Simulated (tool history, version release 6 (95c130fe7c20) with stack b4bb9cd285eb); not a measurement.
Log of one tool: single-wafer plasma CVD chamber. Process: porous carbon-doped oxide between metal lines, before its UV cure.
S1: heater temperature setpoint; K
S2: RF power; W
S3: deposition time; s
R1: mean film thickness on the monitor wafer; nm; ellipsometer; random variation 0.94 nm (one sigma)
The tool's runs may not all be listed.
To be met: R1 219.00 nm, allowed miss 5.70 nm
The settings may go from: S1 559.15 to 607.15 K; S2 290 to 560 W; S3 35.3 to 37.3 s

run 1 hour=0.0 | S1=583.15 S2=425 S3=37.3 | R1=175.43
run 2 hour=5.2 | S1=580.15 S2=435 S3=37.3 | R1=180.25
run 3 hour=10.5 | S1=578.15 S2=450 S3=37.3 | R1=190.16
run 4 hour=15.3 | S1=576.15 S2=455 S3=37.3 | R1=191.88
run 5 hour=16.8 | S1=587.15 S2=455 S3=37.3 | R1=182.00
run 6 hour=18.4 | S1=580.15 S2=455 S3=37.3 | R1=186.77
run 7 hour=25.1 | S1=578.15 S2=465 S3=37.3 | R1=194.17
run 8 hour=29.8 | S1=576.15 S2=470 S3=37.3 | R1=197.59
run 9 hour=31.0 | S1=574.15 S2=475 S3=37.3 | R1=203.33
run 10 hour=33.7 | S1=572.15 S2=475 S3=37.3 | R1=204.48
run 11 hour=35.4 | S1=571.15 S2=475 S3=37.3 | R1=204.66
run 12 hour=40.6 | S1=570.15 S2=480 S3=37.3 | R1=208.73
run 13 hour=43.9 | S1=569.15 S2=480 S3=37.3 | R1=210.89
run 14 hour=47.0 | S1=568.15 S2=480 S3=37.3 | R1=212.11
run 15 hour=49.0 | S1=567.15 S2=480 S3=37.3 | R1=211.29

Which of these 4 next moves meets every target?
run A hour=51.0 | S1=571.15 S2=515 S3=37.3 | R1=?
run B hour=51.0 | S1=567.15 S2=530 S3=37.3 | R1=?
run C hour=51.0 | S1=575.15 S2=485 S3=37.3 | R1=?
run D hour=51.0 | S1=563.15 S2=515 S3=37.3 | R1=?

move=A R1=221.80
move=B R1=232.16
move=C R1=206.70
move=D R1=232.31
A: meets every target
B: takes the result that was furthest off past its target
C: further off than the last run
D: takes the result that was furthest off past its target
Answer: A
